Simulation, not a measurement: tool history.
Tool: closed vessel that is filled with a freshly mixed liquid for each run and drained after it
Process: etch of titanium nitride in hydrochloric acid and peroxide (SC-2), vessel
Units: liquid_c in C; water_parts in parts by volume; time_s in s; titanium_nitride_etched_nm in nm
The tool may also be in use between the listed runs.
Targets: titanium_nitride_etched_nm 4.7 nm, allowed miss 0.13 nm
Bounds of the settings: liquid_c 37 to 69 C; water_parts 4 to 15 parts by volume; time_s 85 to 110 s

Run 1, hour 0: liquid_c 53 C, water_parts 8.5 parts by volume, time_s 110 s. Result: titanium_nitride_etched_nm 5.6779 nm.
Run 2, hour 2.1: liquid_c 48 C, water_parts 8.5 parts by volume, time_s 110 s. Result: titanium_nitride_etched_nm 4.0995 nm.
Run 3, hour 7.5: liquid_c 53.5 C, water_parts 8.5 parts by volume, time_s 110 s. Result: titanium_nitride_etched_nm 5.8721 nm.
Run 4, hour 11.5: liquid_c 53.5 C, water_parts 8.5 parts by volume, time_s 85 s. Result: titanium_nitride_etched_nm 4.5307 nm.
Run 5, hour 18.8: liquid_c 53.5 C, water_parts 8.5 parts by volume, time_s 85 s. Result: titanium_nitride_etched_nm 4.5402 nm.
Run 6, hour 27.1: liquid_c 59 C, water_parts 8.5 parts by volume, time_s 85 s. Result: titanium_nitride_etched_nm 6.48 nm.
Run 7, hour 28.9: liquid_c 53 C, water_parts 8.5 parts by volume, time_s 85 s. Result: titanium_nitride_etched_nm 4.3603 nm.
Run 8, hour 31.6: liquid_c 53.5 C, water_parts 8.5 parts by volume, time_s 85 s. Result: titanium_nitride_etched_nm 4.4995 nm.

Which of these 4 next moves meets every target?
Run A, hour 34.3: liquid_c 48 C, water_parts 7 parts by volume, time_s 100 s. Result: titanium_nitride_etched_nm ?.
Run B, hour 34.3: liquid_c 53 C, water_parts 9.5 parts by volume, time_s 100 s. Result: titanium_nitride_etched_nm ?.
Run C, hour 34.3: liquid_c 51 C, water_parts 8 parts by volume, time_s 90 s. Result: titanium_nitride_etched_nm ?.
Run D, hour 34.3: liquid_c 50.5 C, water_parts 7.5 parts by volume, time_s 90 s. Result: titanium_nitride_etched_nm ?.

move  titanium_nitride_etched_nm
   A                      4.3429
   B                      4.7389
   C                      4.2994
   D                       4.378
A: further off than the last run
B: meets every target
C: further off than the last run
D: further off than the last run
Answer: B
